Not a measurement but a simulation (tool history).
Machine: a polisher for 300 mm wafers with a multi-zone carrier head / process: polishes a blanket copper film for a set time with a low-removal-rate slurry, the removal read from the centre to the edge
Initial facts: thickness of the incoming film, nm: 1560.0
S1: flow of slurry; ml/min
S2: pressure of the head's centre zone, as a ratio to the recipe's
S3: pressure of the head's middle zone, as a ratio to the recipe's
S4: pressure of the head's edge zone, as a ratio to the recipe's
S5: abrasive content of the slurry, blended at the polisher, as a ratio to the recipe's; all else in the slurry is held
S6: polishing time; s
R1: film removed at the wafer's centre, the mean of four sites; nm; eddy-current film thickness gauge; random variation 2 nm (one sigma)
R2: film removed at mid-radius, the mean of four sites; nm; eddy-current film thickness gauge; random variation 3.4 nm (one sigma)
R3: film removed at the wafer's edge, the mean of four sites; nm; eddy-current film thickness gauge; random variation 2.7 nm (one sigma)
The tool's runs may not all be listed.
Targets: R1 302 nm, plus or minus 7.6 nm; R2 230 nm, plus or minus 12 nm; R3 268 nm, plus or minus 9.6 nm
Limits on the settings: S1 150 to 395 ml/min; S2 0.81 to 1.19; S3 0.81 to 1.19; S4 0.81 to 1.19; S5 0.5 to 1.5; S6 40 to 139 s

run	day	S1	S2	S3	S4	S5	S6	R1	R2	R3
1	0	250	1	1	1	1	89	355.69	346.09	348.76
2	0.342	245	1.02	0.96	0.99	0.9	86	338.02	321.85	324.39
3	0.483	245	1.06	0.92	1.03	0.8	82	328.14	295.3	312.18
4	0.654	245	1.06	0.92	1.03	0.65	82	320.1	283.15	307.55
5	0.738	240	1.08	0.89	1.02	0.6	80	316.9	263.19	289.46
6	1.05	270	1.08	0.89	1.02	0.6	80	318.89	269.26	292.45
7	1.317	270	1.08	0.89	1.02	0.6	80	324.52	268.45	293.99
8	1.658	255	1.08	0.87	1.01	0.6	80	316.29	253.36	294.63

Next run, 4 choices. One meets every target within its allowed miss, the rest don't. Which?
A	2	270	1.1	0.91	0.98	0.5	76	?	?	?
B	2	380	1.06	0.9	0.96	0.5	75	?	?	?
C	2	240	1.1	0.83	0.94	0.55	76	?	?	?
D	2	320	1.04	0.99	1.02	0.6	78	?	?	?

move	R1	R2	R3
A	305.13	249.64	271.04
B	300.81	252.34	271.94
C	303.67	230.79	266.87
D	309.26	286.66	293.41
A: the worst result of the last run now meets its target, but another is out of spec
B: the worst result of the last run now meets its target, but another is out of spec
C: meets every target
D: moves away from the targets compared with the last run
The right move is C.

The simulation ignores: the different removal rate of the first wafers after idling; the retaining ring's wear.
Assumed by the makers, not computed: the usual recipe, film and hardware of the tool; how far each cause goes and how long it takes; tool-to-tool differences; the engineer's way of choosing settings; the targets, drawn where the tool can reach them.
